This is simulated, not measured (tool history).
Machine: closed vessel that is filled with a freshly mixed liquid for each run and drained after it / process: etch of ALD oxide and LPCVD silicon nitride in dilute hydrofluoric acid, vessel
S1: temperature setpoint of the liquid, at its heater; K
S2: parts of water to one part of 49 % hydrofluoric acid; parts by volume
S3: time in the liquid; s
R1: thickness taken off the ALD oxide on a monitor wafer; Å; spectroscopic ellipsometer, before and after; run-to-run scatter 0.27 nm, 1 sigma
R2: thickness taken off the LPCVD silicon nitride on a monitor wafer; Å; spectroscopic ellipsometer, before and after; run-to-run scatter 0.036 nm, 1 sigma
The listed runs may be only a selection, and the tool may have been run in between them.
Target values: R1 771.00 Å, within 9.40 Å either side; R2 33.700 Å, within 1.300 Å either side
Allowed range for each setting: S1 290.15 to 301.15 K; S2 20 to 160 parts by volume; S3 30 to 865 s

run	hour	S1	S2	S3	R1	R2
1	0.0	293.15	90	440	400.83	18.711
2	2.7	293.15	70	440	530.54	23.867
3	8.3	290.65	70	440	477.18	20.269
4	10.8	292.15	65	435	543.45	24.178
5	11.7	292.15	65	315	392.18	17.126
6	18.8	290.15	65	315	361.68	15.025
# hour 19.9: hydrofluoric acid flow meter replaced
7	19.9	290.15	65	315	408.35	16.984
8	25.5	291.15	50	320	570.61	23.563
9	26.6	292.15	50	315	587.27	24.602
10	30.5	293.15	50	310	603.06	26.506
11	38.3	293.65	50	305	609.25	26.584
12	43.4	294.65	50	300	625.37	28.364

Of the 5 settings listed for the next run, only one would bring every result within its allowed miss of target. Which one?
A	48.5	294.65	35	255	?	?
B	48.5	298.65	60	255	?	?
C	48.5	297.65	70	305	?	?
D	48.5	299.15	75	355	?	?
E	48.5	292.65	45	410	?	?

move	R1	R2
A	770.64	33.347
B	513.38	25.841
C	498.84	24.848
D	571.64	29.832
E	874.21	36.568
A: meets every target
B: its largest miss is bigger than the last run's
C: its largest miss is bigger than the last run's
D: its largest miss is bigger than the last run's
E: takes the biggest miss from the last run beyond its target
Go with A: it meets all targets.
